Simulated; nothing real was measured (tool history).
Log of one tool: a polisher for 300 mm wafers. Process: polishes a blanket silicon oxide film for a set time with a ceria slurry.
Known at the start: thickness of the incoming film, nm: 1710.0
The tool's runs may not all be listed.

run	day	flow of slurry (ml/min)	pressure of the wafer on the pad (kPa)	speed of the pad under the wafer (m/s)	polishing time (s)	film removed (angstrom)
1	0.000	185	24.1	1.26	93	5053.5
2	0.108	185	24.1	1.26	93	5090.9
3	0.133	185	27.6	1.26	93	5588.4
4	0.238	150	27.6	1.26	93	5513.9
5	0.529	150	27.6	1.08	93	4759.8
6	0.696	150	24.8	1.04	93	4217.1
7	0.933	150	22.8	1.00	93	3782.9
8	1.288	150	20.7	0.98	93	3448.9
9	1.500	150	19.3	0.96	93	3114.6
10	1.700	150	17.9	0.96	93	2937.7

The next listed run, before its measurement:
11	1.779	150	17.2	0.96	93	?

Run 11 gave film removed (angstrom) 2900.8.
